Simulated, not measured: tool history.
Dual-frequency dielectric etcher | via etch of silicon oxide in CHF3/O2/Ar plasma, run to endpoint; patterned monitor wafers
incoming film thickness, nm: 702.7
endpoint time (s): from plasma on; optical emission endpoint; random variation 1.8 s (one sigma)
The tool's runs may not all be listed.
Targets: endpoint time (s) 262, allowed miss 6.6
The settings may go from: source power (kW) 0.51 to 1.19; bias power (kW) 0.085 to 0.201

run 1 hour=0 | source_power_(kW)=0.85 bias_power_(kW)=0.143 | endpoint_time_(s)=317
run 2 hour=5.7 | source_power_(kW)=0.91 bias_power_(kW)=0.148 | endpoint_time_(s)=308.73
run 3 hour=10.6 | source_power_(kW)=0.84 bias_power_(kW)=0.148 | endpoint_time_(s)=315.56
run 4 hour=11.4 | source_power_(kW)=0.9 bias_power_(kW)=0.155 | endpoint_time_(s)=297.38
run 5 hour=17.6 | source_power_(kW)=0.97 bias_power_(kW)=0.155 | endpoint_time_(s)=296.32
run 6 hour=19.3 | source_power_(kW)=1 bias_power_(kW)=0.161 | endpoint_time_(s)=285.69
run 7 hour=25 | source_power_(kW)=1.03 bias_power_(kW)=0.164 | endpoint_time_(s)=280.02
run 8 hour=29.1 | source_power_(kW)=1.05 bias_power_(kW)=0.166 | endpoint_time_(s)=278.14
run 9 hour=37.1 | source_power_(kW)=1.07 bias_power_(kW)=0.168 | endpoint_time_(s)=277.4
run 10 hour=39.9 | source_power_(kW)=1.09 bias_power_(kW)=0.171 | endpoint_time_(s)=272.95
run 11 hour=42.6 | source_power_(kW)=1.1 bias_power_(kW)=0.173 | endpoint_time_(s)=271.16
run 12 hour=44.1 | source_power_(kW)=1.11 bias_power_(kW)=0.174 | endpoint_time_(s)=270.11

4 next moves are on the table. One of them brings every result within its allowed miss. Which?
run A hour=45.6 | source_power_(kW)=1.02 bias_power_(kW)=0.175 | endpoint_time_(s)=?
run B hour=45.6 | source_power_(kW)=0.99 bias_power_(kW)=0.166 | endpoint_time_(s)=?
run C hour=45.6 | source_power_(kW)=1.11 bias_power_(kW)=0.191 | endpoint_time_(s)=?
run D hour=45.6 | source_power_(kW)=1.04 bias_power_(kW)=0.17 | endpoint_time_(s)=?

move=A endpoint_time_(s)=276.51
move=B endpoint_time_(s)=284.28
move=C endpoint_time_(s)=260.59
move=D endpoint_time_(s)=277.04
A: further off than the last run
B: further off than the last run
C: meets every target
D: further off than the last run
Move C is the one to make.
